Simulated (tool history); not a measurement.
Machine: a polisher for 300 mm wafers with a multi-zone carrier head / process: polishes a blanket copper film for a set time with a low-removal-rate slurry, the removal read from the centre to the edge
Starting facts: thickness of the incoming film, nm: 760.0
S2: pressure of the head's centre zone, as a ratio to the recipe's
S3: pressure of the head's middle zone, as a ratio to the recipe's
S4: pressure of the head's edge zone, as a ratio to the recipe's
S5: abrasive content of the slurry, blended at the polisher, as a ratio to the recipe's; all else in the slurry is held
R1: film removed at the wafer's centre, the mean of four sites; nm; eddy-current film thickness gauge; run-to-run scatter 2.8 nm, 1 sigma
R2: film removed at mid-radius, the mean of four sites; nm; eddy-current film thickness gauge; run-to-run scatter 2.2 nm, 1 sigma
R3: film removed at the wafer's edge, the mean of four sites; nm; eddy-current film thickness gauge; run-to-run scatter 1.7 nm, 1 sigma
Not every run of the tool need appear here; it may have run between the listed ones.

run 1 hour=0 | flow_of_slurry_(ml/min)=185 S2=1 S3=1 S4=1 S5=1 polishing_time_(s)=58 | R1=234.09 R2=230.69 R3=234.53
run 2 hour=7.5 | flow_of_slurry_(ml/min)=180 S2=1.01 S3=0.97 S4=0.96 S5=0.85 polishing_time_(s)=57 | R1=220.91 R2=211.57 R3=214.6
run 3 hour=12.5 | flow_of_slurry_(ml/min)=180 S2=1.09 S3=0.97 S4=0.96 S5=0.85 polishing_time_(s)=57 | R1=236.58 R2=216.01 R3=218.63
run 4 hour=15.2 | flow_of_slurry_(ml/min)=170 S2=1.07 S3=0.94 S4=0.93 S5=0.8 polishing_time_(s)=57 | R1=229.35 R2=201.48 R3=211.33
run 5 hour=23.6 | flow_of_slurry_(ml/min)=170 S2=1.07 S3=0.94 S4=0.93 S5=0.65 polishing_time_(s)=57 | R1=212.36 R2=193.41 R3=200.41
run 6 hour=27.6 | flow_of_slurry_(ml/min)=170 S2=1.07 S3=0.94 S4=0.87 S5=0.65 polishing_time_(s)=57 | R1=214.69 R2=196.6 R3=193.93
run 7 hour=30.7 | flow_of_slurry_(ml/min)=165 S2=1.07 S3=0.93 S4=0.87 S5=0.65 polishing_time_(s)=57 | R1=219.76 R2=190.99 R3=195.75
run 8 hour=38.4 | flow_of_slurry_(ml/min)=160 S2=1.06 S3=0.93 S4=0.87 S5=0.65 polishing_time_(s)=57 | R1=216.83 R2=187.78 R3=195.37

For run 9, what comes out?
run 9 hour=47.2 | flow_of_slurry_(ml/min)=160 S2=1.05 S3=0.93 S4=0.87 S5=0.65 polishing_time_(s)=57 | R1=? R2=? R3=?

{"run 9": {"R1": 211.48, "R2": 194.36, "R3": 196.57}}
